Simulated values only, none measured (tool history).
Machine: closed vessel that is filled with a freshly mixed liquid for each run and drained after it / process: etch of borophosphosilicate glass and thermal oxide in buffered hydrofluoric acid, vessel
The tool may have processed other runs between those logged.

run,hour,temperature setpoint of the liquid (°C),parts of 40 % ammonium fluoride to one part of 49 % hydrofluoric acid (parts by volume),time in the liquid (s),thickness taken off the borophosphosilicate glass on a monitor wafer (nm),thickness taken off the thermal oxide on a monitor wafer (nm)
1,0.0,21.0,14.0,60,75.434,38.162
2,7.5,23.5,13.0,60,91.961,47.532
3,11.5,21.0,13.0,60,80.448,41.210
4,18.3,22.5,13.0,60,87.655,45.216
5,22.4,24.5,12.5,60,100.940,51.963
6,31.4,26.5,12.5,60,113.090,58.062
7,39.1,27.5,12.0,60,123.550,63.502
8,47.7,28.0,11.5,60,131.790,67.551
9,54.4,28.5,11.5,60,135.470,71.164

Run 10 is up next; what results do you expect?
10,57.1,28.5,11.0,60,?,?

{"run 10": {"thickness taken off the borophosphosilicate glass on a monitor wafer (nm)": 142.46, "thickness taken off the thermal oxide on a monitor wafer (nm)": 73.235}}

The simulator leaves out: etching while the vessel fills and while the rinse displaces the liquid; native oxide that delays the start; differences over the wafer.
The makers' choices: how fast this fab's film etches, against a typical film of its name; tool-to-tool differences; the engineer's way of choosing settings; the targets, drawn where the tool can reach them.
